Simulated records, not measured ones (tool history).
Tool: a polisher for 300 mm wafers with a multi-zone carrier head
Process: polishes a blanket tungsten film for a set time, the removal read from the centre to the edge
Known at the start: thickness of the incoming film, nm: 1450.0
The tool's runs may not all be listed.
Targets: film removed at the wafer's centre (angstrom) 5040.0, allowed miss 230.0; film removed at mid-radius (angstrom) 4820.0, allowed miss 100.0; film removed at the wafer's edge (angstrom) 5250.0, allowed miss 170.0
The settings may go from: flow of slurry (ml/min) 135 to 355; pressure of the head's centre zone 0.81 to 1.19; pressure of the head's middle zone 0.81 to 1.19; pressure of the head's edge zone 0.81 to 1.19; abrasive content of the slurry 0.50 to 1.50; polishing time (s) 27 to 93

| run | hour | flow of slurry (ml/min) | pressure of the head's centre zone | pressure of the head's middle zone | pressure of the head's edge zone | abrasive content of the slurry | polishing time (s) | film removed at the wafer's centre (angstrom) | film removed at mid-radius (angstrom) | film removed at the wafer's edge (angstrom) |
|---|---|---|---|---|---|---|---|---|---|---|
| 1 | 0.0 | 225 | 1.00 | 1.00 | 1.00 | 1.00 | 59 | 4227.6 | 4076.1 | 4086.5 |
| 2 | 4.2 | 225 | 1.00 | 1.00 | 1.08 | 1.00 | 59 | 4082.3 | 4118.2 | 4266.9 |
| 3 | 6.5 | 200 | 1.00 | 1.00 | 1.08 | 1.00 | 59 | 4057.0 | 4050.5 | 4247.9 |
| 4 | 11.4 | 200 | 1.01 | 1.00 | 1.10 | 1.10 | 59 | 4141.2 | 4134.3 | 4404.6 |
| 5 | 19.5 | 210 | 1.03 | 1.01 | 1.11 | 1.20 | 59 | 4357.3 | 4294.2 | 4432.1 |
| 6 | 21.1 | 210 | 1.03 | 1.01 | 1.03 | 1.20 | 59 | 4387.7 | 4274.9 | 4394.0 |
| 7 | 28.6 | 205 | 1.04 | 1.01 | 1.05 | 1.25 | 60 | 4551.2 | 4397.6 | 4481.5 |
| 8 | 33.6 | 205 | 1.04 | 1.00 | 1.07 | 1.30 | 61 | 4576.8 | 4450.9 | 4744.2 |
| 9 | 39.4 | 215 | 1.05 | 1.00 | 1.08 | 1.35 | 61 | 4811.9 | 4540.8 | 4699.9 |

4 next moves are on the table. One of them brings every result within its allowed miss. Which?
| A | 45.2 | 200 | 0.97 | 0.93 | 1.02 | 1.35 | 70 | ? | ? | ? |
| B | 45.2 | 205 | 1.02 | 0.90 | 1.11 | 1.45 | 66 | ? | ? | ? |
| C | 45.2 | 135 | 0.90 | 0.86 | 1.14 | 1.40 | 75 | ? | ? | ? |
| D | 45.2 | 180 | 1.00 | 1.14 | 1.12 | 1.30 | 63 | ? | ? | ? |

| move | film removed at the wafer's centre (angstrom) | film removed at mid-radius (angstrom) | film removed at the wafer's edge (angstrom) |
|---|---|---|---|
| A | 5222.3 | 4867.4 | 5167.6 |
| B | 5274.3 | 4562.5 | 5190.8 |
| C | 4800.6 | 4545.2 | 5574.2 |
| D | 4699.5 | 5062.7 | 4749.8 |
A: meets every target
B: brings the result that was furthest off to its target, and leaves another outside
C: takes the result that was furthest off past its target
D: nearer than the last run, and not there yet
Move A is the one to make.
